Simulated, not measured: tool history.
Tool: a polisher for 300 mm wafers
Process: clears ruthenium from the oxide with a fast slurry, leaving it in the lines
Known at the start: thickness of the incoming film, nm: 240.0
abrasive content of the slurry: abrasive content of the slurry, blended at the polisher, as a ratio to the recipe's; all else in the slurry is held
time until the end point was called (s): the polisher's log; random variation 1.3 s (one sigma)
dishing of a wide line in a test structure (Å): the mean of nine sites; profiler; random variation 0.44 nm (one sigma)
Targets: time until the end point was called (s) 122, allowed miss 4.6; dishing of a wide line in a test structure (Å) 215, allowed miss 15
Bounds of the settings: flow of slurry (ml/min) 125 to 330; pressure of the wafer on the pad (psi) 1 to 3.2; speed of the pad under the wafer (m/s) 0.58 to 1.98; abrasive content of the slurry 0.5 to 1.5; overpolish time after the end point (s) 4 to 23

| run | hour | flow of slurry (ml/min) | pressure of the wafer on the pad (psi) | speed of the pad under the wafer (m/s) | abrasive content of the slurry | overpolish time after the end point (s) | time until the end point was called (s) | dishing of a wide line in a test structure (Å) |
|---|---|---|---|---|---|---|---|---|
| 1 | 0 | 210 | 2.1 | 1.28 | 1 | 12 | 59 | 379.01 |
| 2 | 7.8 | 210 | 2 | 1.26 | 1 | 12 | 63.253 | 342.17 |
| 3 | 10.7 | 210 | 1.7 | 1.26 | 1 | 12 | 74.733 | 295.76 |
| 4 | 14.1 | 190 | 1.7 | 1.26 | 1 | 12 | 74.208 | 285.95 |
| 5 | 17.6 | 215 | 1.7 | 1.26 | 1 | 12 | 72.58 | 304.59 |
| 6 | 24.4 | 215 | 1.7 | 1.26 | 1 | 7 | 74.07 | 185.09 |
| 7 | 29.4 | 215 | 1.6 | 1.24 | 1 | 8 | 78.867 | 192.06 |
| 8 | 37.4 | 205 | 1 | 1.02 | 1 | 14 | 147.74 | 181.04 |

Which of these 5 next moves meets every target?
| A | 45.4 | 215 | 1.2 | 1.16 | 1.05 | 9 | ? | ? |
| B | 45.4 | 205 | 1 | 0.88 | 1.05 | 13 | ? | ? |
| C | 45.4 | 180 | 1.1 | 1 | 1 | 13 | ? | ? |
| D | 45.4 | 175 | 1.3 | 1.12 | 1.05 | 8 | ? | ? |
| E | 45.4 | 175 | 1.6 | 0.84 | 0.95 | 14 | ? | ? |

| move | time until the end point was called (s) | dishing of a wide line in a test structure (Å) |
|---|---|---|
| A | 107.36 | 160.46 |
| B | 167.37 | 149.07 |
| C | 140.68 | 176.21 |
| D | 105.91 | 145.11 |
| E | 119.45 | 221.12 |
A: takes the result that was furthest off past its target
B: further off than the last run
C: nearer than the last run, and not there yet
D: takes the result that was furthest off past its target
E: meets every target
The right move is E.

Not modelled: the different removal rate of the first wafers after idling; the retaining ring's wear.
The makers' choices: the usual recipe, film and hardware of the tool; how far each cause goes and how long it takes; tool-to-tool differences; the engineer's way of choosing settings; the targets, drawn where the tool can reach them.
